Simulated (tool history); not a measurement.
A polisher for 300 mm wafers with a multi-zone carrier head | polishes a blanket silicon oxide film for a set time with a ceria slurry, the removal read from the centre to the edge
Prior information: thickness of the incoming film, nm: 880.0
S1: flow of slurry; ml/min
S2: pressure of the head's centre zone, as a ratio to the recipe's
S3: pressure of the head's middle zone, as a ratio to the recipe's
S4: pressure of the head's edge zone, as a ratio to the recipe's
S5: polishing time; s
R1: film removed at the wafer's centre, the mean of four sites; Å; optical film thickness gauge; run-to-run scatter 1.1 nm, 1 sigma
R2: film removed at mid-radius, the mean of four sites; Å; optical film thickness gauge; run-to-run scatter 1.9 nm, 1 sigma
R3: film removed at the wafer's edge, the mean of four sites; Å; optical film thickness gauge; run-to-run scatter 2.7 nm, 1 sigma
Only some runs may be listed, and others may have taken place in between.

{"run": 1, "hour": 0.0, "S1": 265, "S2": 1.0, "S3": 1.0, "S4": 1.0, "S5": 50, "R1": 1465.2, "R2": 1458.1, "R3": 1443.9}
{"run": 2, "hour": 5.3, "S1": 265, "S2": 0.98, "S3": 1.02, "S4": 1.05, "S5": 54, "R1": 1563.2, "R2": 1557.1, "R3": 1615.6}
{"run": 3, "hour": 12.2, "S1": 275, "S2": 0.95, "S3": 1.06, "S4": 1.07, "S5": 57, "R1": 1592.4, "R2": 1711.2, "R3": 1740.3}
{"run": 4, "hour": 15.7, "S1": 275, "S2": 0.95, "S3": 1.14, "S4": 1.07, "S5": 57, "R1": 1588.5, "R2": 1863.7, "R3": 1719.6}
{"run": 5, "hour": 22.6, "S1": 285, "S2": 0.94, "S3": 1.15, "S4": 1.1, "S5": 59, "R1": 1673.8, "R2": 1937.5, "R3": 1839.9}
{"hour": 31.4, "done": "worn pad replaced by a new one"}
{"run": 6, "hour": 31.4, "S1": 285, "S2": 1.03, "S3": 1.15, "S4": 1.1, "S5": 59, "R1": 1935.9, "R2": 2091.6, "R3": 1958.0}

Predict the results of run 7:
{"run": 7, "hour": 36.6, "S1": 285, "S2": 1.03, "S3": 1.15, "S4": 1.1, "S5": 59, "R1": "?", "R2": "?", "R3": "?"}

Run 7 produced R1 1941.8 Å, R2 2073.7 Å, R3 1954.0 Å.
